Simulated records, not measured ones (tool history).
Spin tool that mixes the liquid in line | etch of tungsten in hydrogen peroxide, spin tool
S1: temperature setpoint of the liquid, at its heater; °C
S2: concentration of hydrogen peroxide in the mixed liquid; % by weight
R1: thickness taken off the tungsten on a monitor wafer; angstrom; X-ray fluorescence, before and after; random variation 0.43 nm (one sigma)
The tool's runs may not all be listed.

{"run": 1, "day": 0.0, "S1": 44.0, "S2": 16, "time under the liquid (s)": 30, "R1": 189.59}
{"run": 2, "day": 0.154, "S1": 44.0, "S2": 13, "time under the liquid (s)": 30, "R1": 170.59}
{"run": 3, "day": 0.342, "S1": 47.5, "S2": 13, "time under the liquid (s)": 30, "R1": 213.8}
{"run": 4, "day": 0.462, "S1": 47.5, "S2": 13, "time under the liquid (s)": 30, "R1": 212.77}
{"run": 5, "day": 0.8, "S1": 47.5, "S2": 13, "time under the liquid (s)": 30, "R1": 213.38}
{"run": 6, "day": 0.904, "S1": 47.5, "S2": 14, "time under the liquid (s)": 30, "R1": 222.3}
{"run": 7, "day": 1.104, "S1": 50.0, "S2": 14, "time under the liquid (s)": 30, "R1": 258.97}
{"run": 8, "day": 1.354, "S1": 52.0, "S2": 14, "time under the liquid (s)": 30, "R1": 287.95}
{"run": 9, "day": 1.567, "S1": 53.5, "S2": 14, "time under the liquid (s)": 30, "R1": 318.67}
{"run": 10, "day": 1.817, "S1": 54.5, "S2": 14, "time under the liquid (s)": 30, "R1": 338.21}
{"run": 11, "day": 2.179, "S1": 55.5, "S2": 14, "time under the liquid (s)": 30, "R1": 354.19}
{"run": 12, "day": 2.217, "S1": 56.5, "S2": 14, "time under the liquid (s)": 30, "R1": 384.03}
{"run": 13, "day": 2.533, "S1": 57.0, "S2": 14, "time under the liquid (s)": 30, "R1": 394.85}
{"run": 14, "day": 2.646, "S1": 57.5, "S2": 14, "time under the liquid (s)": 30, "R1": 408.25}

The next listed run, before its measurement:
{"run": 15, "day": 2.829, "S1": 58.0, "S2": 14, "time under the liquid (s)": 30, "R1": "?"}

R1: 417.13 angstrom

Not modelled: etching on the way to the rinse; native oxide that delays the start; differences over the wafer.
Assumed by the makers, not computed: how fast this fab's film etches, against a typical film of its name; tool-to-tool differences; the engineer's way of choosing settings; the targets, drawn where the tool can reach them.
